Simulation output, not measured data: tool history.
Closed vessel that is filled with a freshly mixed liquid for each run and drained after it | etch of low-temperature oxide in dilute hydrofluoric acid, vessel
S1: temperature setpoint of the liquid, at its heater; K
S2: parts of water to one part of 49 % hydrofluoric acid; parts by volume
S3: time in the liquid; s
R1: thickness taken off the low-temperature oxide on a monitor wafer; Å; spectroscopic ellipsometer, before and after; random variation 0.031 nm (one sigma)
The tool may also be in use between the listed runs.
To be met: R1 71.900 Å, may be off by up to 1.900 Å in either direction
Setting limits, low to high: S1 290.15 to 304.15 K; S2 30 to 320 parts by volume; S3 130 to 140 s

run	hour	S1	S2	S3	R1
1	0.0	296.15	175	130	131.720
2	7.2	295.15	185	130	119.540
3	8.8	295.15	230	130	90.877
4	15.9	295.15	230	140	97.897
5	21.8	294.15	235	140	91.926
6	25.3	296.65	235	140	101.010
7	34.4	295.65	240	140	94.898
8	40.6	294.65	240	140	91.625
9	47.7	294.15	245	140	87.396
10	52.7	293.65	245	140	85.890
11	60.2	293.65	245	140	86.075
12	64.6	293.15	245	140	83.746

4 candidate next runs follow, results not yet known. Just one meets every target within its allowed miss. Identify it.
A	69.0	297.65	315	130	?
B	69.0	290.15	270	140	?
C	69.0	290.15	260	135	?
D	69.0	290.65	260	140	?

move	R1
A	66.469
B	66.265
C	66.930
D	70.759
A: takes the result that was furthest off past its target
B: takes the result that was furthest off past its target
C: takes the result that was furthest off past its target
D: each result inside its tolerance
Go with D: it meets all targets.
